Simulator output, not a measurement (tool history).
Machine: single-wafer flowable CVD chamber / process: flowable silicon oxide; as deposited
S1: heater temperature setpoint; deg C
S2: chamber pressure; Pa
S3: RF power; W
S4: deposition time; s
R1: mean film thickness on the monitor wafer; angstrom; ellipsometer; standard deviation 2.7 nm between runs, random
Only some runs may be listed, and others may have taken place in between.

run 1 hour=0 | S1=100 S2=149 S3=2360 S4=852 | R1=8359.9
run 2 hour=6.5 | S1=100 S2=175 S3=2360 S4=852 | R1=9787.2
run 3 hour=15.4 | S1=102 S2=175 S3=2360 S4=852 | R1=9147.9
run 4 hour=19.3 | S1=104 S2=175 S3=2360 S4=852 | R1=8645.7
run 5 hour=26.4 | S1=105 S2=175 S3=2360 S4=852 | R1=8369.8
run 6 hour=27.4 | S1=105 S2=199 S3=2360 S4=852 | R1=9519.8
run 7 hour=28.6 | S1=107 S2=199 S3=2360 S4=852 | R1=8950.6
run 8 hour=35.5 | S1=119 S2=197 S3=2360 S4=852 | R1=6354.2

Estimate the outcome of run 9 from the log above:
run 9 hour=40.6 | S1=122 S2=197 S3=2360 S4=852 | R1=?

R1: 5815.8 angstrom
